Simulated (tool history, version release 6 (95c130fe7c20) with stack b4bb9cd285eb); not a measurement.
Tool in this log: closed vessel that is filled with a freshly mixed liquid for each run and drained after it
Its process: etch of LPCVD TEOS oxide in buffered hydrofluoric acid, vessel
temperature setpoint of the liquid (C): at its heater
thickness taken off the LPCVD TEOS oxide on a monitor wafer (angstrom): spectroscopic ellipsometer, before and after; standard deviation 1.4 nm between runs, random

run	day	temperature setpoint of the liquid (C)	parts of 40 % ammonium fluoride to one part of 49 % hydrofluoric acid (parts by volume)	time in the liquid (s)	thickness taken off the LPCVD TEOS oxide on a monitor wafer (angstrom)
1	0.000	22	10.5	100	2787.1
2	0.275	22	10.5	100	2833.6
3	0.375	19	10.5	100	2388.6
4	0.508	17	10.5	100	2137.4
5	0.746	17	8.5	100	2557.5
6	0.925	17	8.5	105	2664.6
7	1.033	17	11.0	105	2145.1
8	1.292	17	12.5	105	1921.2

For run 9, what comes out?
9	1.367	17	13.5	105	?

For run 9 the tool returned thickness taken off the LPCVD TEOS oxide on a monitor wafer (angstrom) 1773.2.
